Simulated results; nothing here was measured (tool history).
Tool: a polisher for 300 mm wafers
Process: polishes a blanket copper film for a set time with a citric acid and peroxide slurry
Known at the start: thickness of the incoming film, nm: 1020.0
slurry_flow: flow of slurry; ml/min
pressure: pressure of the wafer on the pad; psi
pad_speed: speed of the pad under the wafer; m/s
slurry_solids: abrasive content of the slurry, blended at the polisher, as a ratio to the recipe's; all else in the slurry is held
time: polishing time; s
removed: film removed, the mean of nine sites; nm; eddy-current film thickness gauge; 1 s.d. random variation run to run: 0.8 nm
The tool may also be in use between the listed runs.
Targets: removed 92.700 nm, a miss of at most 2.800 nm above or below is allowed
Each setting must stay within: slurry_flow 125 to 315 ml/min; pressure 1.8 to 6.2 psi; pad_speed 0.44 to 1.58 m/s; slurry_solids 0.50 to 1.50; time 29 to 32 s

run,hour,slurry_flow,pressure,pad_speed,slurry_solids,time,removed
1,0.0,205,4.0,1.00,1.00,32,111.500
2,4.5,240,4.0,1.00,1.00,32,116.080
3,12.7,230,3.9,1.00,1.00,32,111.330
4,20.4,225,3.8,1.00,1.00,32,107.950
5,27.7,225,3.8,1.00,1.00,29,97.618
6,35.3,220,3.8,1.00,1.00,29,96.840
7,39.2,215,3.8,1.00,1.00,29,98.170
8,47.9,210,3.8,1.00,1.00,29,96.867
9,55.9,205,3.8,1.00,1.00,29,96.651

4 next moves are on the table. One of them brings every result within its allowed miss. Which?
A,63.9,180,3.1,1.08,1.05,32,?
B,63.9,215,3.5,0.88,1.35,32,?
C,63.9,220,3.7,1.08,0.85,31,?
D,63.9,190,3.5,1.04,1.05,32,?

move,removed
A,92.833
B,99.924
C,104.320
D,102.680
A: all results land within tolerance of their targets
B: further off than the last run
C: further off than the last run
D: further off than the last run
So the answer is move A, the one that meets all the targets.
